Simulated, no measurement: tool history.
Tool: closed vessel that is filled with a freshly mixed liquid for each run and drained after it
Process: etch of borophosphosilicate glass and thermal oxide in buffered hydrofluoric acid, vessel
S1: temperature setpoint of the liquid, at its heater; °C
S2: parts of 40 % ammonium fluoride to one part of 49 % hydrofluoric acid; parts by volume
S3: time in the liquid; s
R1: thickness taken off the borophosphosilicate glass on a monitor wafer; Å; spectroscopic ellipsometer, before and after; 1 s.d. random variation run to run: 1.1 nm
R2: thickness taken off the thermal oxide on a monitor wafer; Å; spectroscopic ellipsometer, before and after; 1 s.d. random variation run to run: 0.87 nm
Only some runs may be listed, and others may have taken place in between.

run	day	S1	S2	S3	R1	R2
1	0	21	10.5	60	1321	614.73
2	0.046	21	9	60	1476.1	688.48
3	0.238	23	9	60	1641.2	759.96
4	0.483	24.5	9	60	1762.7	822.15
5	0.633	24.5	11	60	1507	695.84
6	0.8	21.5	11	60	1279.7	593.34
7	0.938	24	10.5	60	1548.3	715.93
8	1.25	24	10.5	60	1535.8	701.52

The next listed run, before its measurement:
9	1.542	25.5	10	60	?	?

Run 9 gave R1 1756.9 Å, R2 811.92 Å.

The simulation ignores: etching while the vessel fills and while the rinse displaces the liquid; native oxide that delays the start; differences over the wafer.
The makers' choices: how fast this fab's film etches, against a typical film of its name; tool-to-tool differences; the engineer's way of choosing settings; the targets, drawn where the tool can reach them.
